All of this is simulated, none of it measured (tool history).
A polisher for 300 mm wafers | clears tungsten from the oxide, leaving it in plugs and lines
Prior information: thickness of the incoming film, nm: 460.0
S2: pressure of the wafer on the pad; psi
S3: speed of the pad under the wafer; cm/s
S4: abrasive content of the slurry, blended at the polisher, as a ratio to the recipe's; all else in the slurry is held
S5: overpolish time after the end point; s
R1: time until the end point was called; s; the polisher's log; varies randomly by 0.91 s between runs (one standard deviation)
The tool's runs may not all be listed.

Run 1, hour 0: flow of slurry (ml/min) 275, S2 4.9 psi, S3 138 cm/s, S4 1, S5 41 s. Result: R1 50.65 s.
Run 2, hour 4.4: flow of slurry (ml/min) 275, S2 4.5 psi, S3 138 cm/s, S4 1, S5 41 s. Result: R1 56.495 s.
Run 3, hour 4.9: flow of slurry (ml/min) 275, S2 5.1 psi, S3 138 cm/s, S4 1, S5 41 s. Result: R1 48.731 s.
Run 4, hour 8.2: flow of slurry (ml/min) 215, S2 5.1 psi, S3 138 cm/s, S4 1, S5 41 s. Result: R1 50.077 s.
Run 5, hour 10.1: flow of slurry (ml/min) 215, S2 4.7 psi, S3 138 cm/s, S4 1, S5 41 s. Result: R1 54.548 s.
Run 6, hour 17.9: flow of slurry (ml/min) 215, S2 4.4 psi, S3 138 cm/s, S4 1, S5 41 s. Result: R1 59.171 s.
Run 7, hour 20.7: flow of slurry (ml/min) 215, S2 4.1 psi, S3 138 cm/s, S4 1, S5 41 s. Result: R1 61.537 s.
Run 8, hour 28.9: flow of slurry (ml/min) 215, S2 3.8 psi, S3 138 cm/s, S4 1, S5 41 s. Result: R1 67.538 s.
Run 9, hour 36: flow of slurry (ml/min) 215, S2 3.6 psi, S3 138 cm/s, S4 1, S5 41 s. Result: R1 68.888 s.

Estimate the outcome of run 10 from the log above:
Run 10, hour 40.8: flow of slurry (ml/min) 215, S2 3.4 psi, S3 138 cm/s, S4 1, S5 41 s. Result: R1 ?.

R1: 73.551 s
